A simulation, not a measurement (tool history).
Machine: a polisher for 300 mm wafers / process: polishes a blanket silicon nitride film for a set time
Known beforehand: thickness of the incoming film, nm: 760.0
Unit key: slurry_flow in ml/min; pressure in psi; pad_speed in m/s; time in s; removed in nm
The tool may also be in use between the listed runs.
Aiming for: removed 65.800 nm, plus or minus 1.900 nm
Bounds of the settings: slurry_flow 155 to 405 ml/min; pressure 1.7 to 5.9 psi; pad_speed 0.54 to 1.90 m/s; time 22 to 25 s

run,day,slurry_flow,pressure,pad_speed,time,removed
1,0.000,260,3.8,1.22,25,57.021
2,0.167,260,3.8,1.22,25,57.066
3,0.225,260,3.8,1.22,25,56.724
4,0.371,260,3.4,1.22,25,51.705
5,0.579,260,3.5,1.22,25,52.669
6,0.825,260,3.6,1.22,25,54.764
7,1.067,260,3.7,1.22,25,55.604
8,1.296,260,3.8,1.22,25,57.017
9,1.621,260,3.9,1.22,25,58.533
10,1.733,260,4.0,1.22,25,59.670

4 candidate next runs follow, results not yet known. Just one meets every target within its allowed miss. Identify it.
A,1.846,205,4.4,1.24,25,?
B,1.846,155,4.0,1.38,23,?
C,1.846,240,4.0,1.24,25,?
D,1.846,255,3.8,1.20,22,?

move,removed
A,65.083
B,56.951
C,60.489
D,49.666
A: every result within its allowed miss
B: its largest miss is bigger than the last run's
C: closer than the last run, but not yet in spec
D: its largest miss is bigger than the last run's
The right move is A.
